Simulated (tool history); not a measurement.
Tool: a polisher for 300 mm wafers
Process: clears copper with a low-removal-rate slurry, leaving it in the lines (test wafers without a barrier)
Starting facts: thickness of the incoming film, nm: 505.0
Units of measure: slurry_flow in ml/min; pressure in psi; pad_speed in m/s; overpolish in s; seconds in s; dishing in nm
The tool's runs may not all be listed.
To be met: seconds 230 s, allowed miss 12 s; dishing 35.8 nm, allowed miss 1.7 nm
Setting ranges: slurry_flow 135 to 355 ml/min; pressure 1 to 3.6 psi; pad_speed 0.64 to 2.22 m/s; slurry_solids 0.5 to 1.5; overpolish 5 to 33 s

run	hour	slurry_flow	pressure	pad_speed	slurry_solids	overpolish	seconds	dishing
1	0	225	2.3	1.42	1	17	152.05	32.788
2	1.5	225	2.3	1.42	1.1	17	147.79	33.087
3	9.3	225	2.3	1.42	1	17	155.4	32.403
4	13.7	225	2.2	1.42	1	18	160.97	33.39
5	22.4	225	2.2	1.42	0.9	18	167.22	32.396
6	27.4	225	2.2	1.42	0.9	24	165.43	40.693
7	33.9	225	2.1	1.42	0.9	24	172.28	39.141
8	42.7	225	2	1.42	0.9	24	185.62	37.631
9	43.5	220	1.8	1.42	0.9	26	202.4	37.092
10	47.3	215	1.7	1.42	0.9	27	211.32	36.161
11	51.6	215	1.7	1.42	0.9	27	212.32	34.94

5 candidate next runs follow, results not yet known. Just one meets every target within its allowed miss. Identify it.
A	55.9	230	1.7	1.32	0.9	29	?	?
B	55.9	225	1.6	1.84	0.9	23	?	?
C	55.9	135	1.5	1.84	1.05	22	?	?
D	55.9	195	1.8	1.48	0.95	24	?	?
E	55.9	240	1.9	1.32	0.9	23	?	?

move	seconds	dishing
A	224.99	36.105
B	178.98	35.828
C	192.35	32.668
D	193.28	35.289
E	201.42	33.251
A: all results in spec
B: lands further from the targets than the last run did
C: lands further from the targets than the last run did
D: lands further from the targets than the last run did
E: lands further from the targets than the last run did
Answer: A

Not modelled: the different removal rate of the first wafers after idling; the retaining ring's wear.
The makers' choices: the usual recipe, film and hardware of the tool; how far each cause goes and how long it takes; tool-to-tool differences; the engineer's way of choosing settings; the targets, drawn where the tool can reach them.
